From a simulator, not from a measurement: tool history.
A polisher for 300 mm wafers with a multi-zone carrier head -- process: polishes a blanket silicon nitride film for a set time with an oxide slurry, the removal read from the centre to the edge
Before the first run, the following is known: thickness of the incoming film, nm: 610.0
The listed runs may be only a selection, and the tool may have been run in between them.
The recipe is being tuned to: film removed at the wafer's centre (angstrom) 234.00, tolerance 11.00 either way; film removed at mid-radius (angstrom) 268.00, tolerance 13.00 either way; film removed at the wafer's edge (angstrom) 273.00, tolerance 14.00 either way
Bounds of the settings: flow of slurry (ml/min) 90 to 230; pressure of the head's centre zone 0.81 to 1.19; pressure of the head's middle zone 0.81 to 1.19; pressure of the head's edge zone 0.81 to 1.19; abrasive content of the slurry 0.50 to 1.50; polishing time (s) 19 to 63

run  hour  flow of slurry (ml/min)  pressure of the head's centre zone  pressure of the head's middle zone  pressure of the head's edge zone  abrasive content of the slurry  polishing time (s)  film removed at the wafer's centre (angstrom)  film removed at mid-radius (angstrom)  film removed at the wafer's edge (angstrom)
  1   0.0                      150                                1.00                                1.00                              1.00                            1.00                  41                                         189.11                                 188.76                                       186.29
  2   0.5                      150                                1.05                                1.00                              1.00                            1.00                  41                                         197.27                                 190.73                                       188.24
  3   1.3                      150                                1.05                                1.00                              1.03                            1.00                  41                                         197.31                                 185.58                                       185.97
  4   9.3                      150                                1.05                                0.96                              1.03                            1.00                  41                                         197.74                                 180.96                                       185.37
  5  17.4                      150                                1.01                                0.98                              1.05                            1.10                  42                                         204.77                                 201.43                                       204.77
  6  20.1                      150                                0.99                                0.99                              1.07                            1.20                  42                                         205.14                                 204.42                                       207.02
  7  20.7                      150                                0.96                                0.99                              1.09                            1.25                  44                                         212.38                                 218.26                                       235.31
  8  27.2                      155                                0.95                                1.01                              1.10                            1.30                  44                                         219.35                                 236.52                                       238.15
  9  33.0                      160                                0.94                                1.01                              1.12                            1.35                  44                                         223.51                                 241.32                                       243.17

Of the 5 settings listed for the next run, only one would bring every result within its allowed miss of target. Which one?
  A  38.8                      190                                1.03                                1.10                              1.06                            1.50                  37                                              ?                                      ?                                            ?
  B  38.8                      155                                1.02                                0.91                              1.12                            1.25                  46                                              ?                                      ?                                            ?
  C  38.8                      125                                0.93                                1.08                              1.18                            1.50                  47                                              ?                                      ?                                            ?
  D  38.8                      130                                0.94                                0.82                              1.12                            1.25                  50                                              ?                                      ?                                            ?
  E  38.8                      150                                0.87                                0.89                              1.13                            1.30                  46                                              ?                                      ?                                            ?

move  film removed at the wafer's centre (angstrom)  film removed at mid-radius (angstrom)  film removed at the wafer's edge (angstrom)
   A                                         219.11                                 230.97                                       211.96
   B                                         241.53                                 220.21                                       246.49
   C                                         232.52                                 269.96                                       270.86
   D                                         233.51                                 213.25                                       262.52
   E                                         207.99                                 218.90                                       250.96
A: lands further from the targets than the last run did
B: lands further from the targets than the last run did
C: hits every target within its allowed miss
D: brings the last run's worst result on target, with another outside its allowed miss
E: lands further from the targets than the last run did
Answer: C
